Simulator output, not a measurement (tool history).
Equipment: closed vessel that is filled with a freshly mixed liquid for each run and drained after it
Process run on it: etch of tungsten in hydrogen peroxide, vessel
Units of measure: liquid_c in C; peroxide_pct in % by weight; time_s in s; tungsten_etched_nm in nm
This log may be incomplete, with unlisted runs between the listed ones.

{"run": 1, "hour": 0.0, "liquid_c": 50.0, "peroxide_pct": 15, "time_s": 105, "tungsten_etched_nm": 114.93}
{"run": 2, "hour": 1.4, "liquid_c": 51.5, "peroxide_pct": 15, "time_s": 105, "tungsten_etched_nm": 127.41}
{"run": 3, "hour": 8.1, "liquid_c": 52.5, "peroxide_pct": 15, "time_s": 105, "tungsten_etched_nm": 133.72}
{"run": 4, "hour": 16.6, "liquid_c": 53.5, "peroxide_pct": 15, "time_s": 105, "tungsten_etched_nm": 143.55}
{"run": 5, "hour": 23.2, "liquid_c": 53.5, "peroxide_pct": 15, "time_s": 105, "tungsten_etched_nm": 142.99}
{"run": 6, "hour": 31.3, "liquid_c": 54.5, "peroxide_pct": 15, "time_s": 105, "tungsten_etched_nm": 150.97}
{"run": 7, "hour": 32.2, "liquid_c": 55.0, "peroxide_pct": 15, "time_s": 105, "tungsten_etched_nm": 156.58}
{"run": 8, "hour": 40.3, "liquid_c": 55.5, "peroxide_pct": 15, "time_s": 105, "tungsten_etched_nm": 160.3}
{"run": 9, "hour": 48.5, "liquid_c": 56.0, "peroxide_pct": 15, "time_s": 105, "tungsten_etched_nm": 167.29}
{"run": 10, "hour": 57.3, "liquid_c": 56.5, "peroxide_pct": 15, "time_s": 105, "tungsten_etched_nm": 169.9}
{"run": 11, "hour": 64.2, "liquid_c": 57.0, "peroxide_pct": 15, "time_s": 105, "tungsten_etched_nm": 175.32}

Predict the results of run 12:
{"run": 12, "hour": 70.9, "liquid_c": 57.5, "peroxide_pct": 15, "time_s": 105, "tungsten_etched_nm": "?"}

{"run 12": {"tungsten_etched_nm": 181.16}}
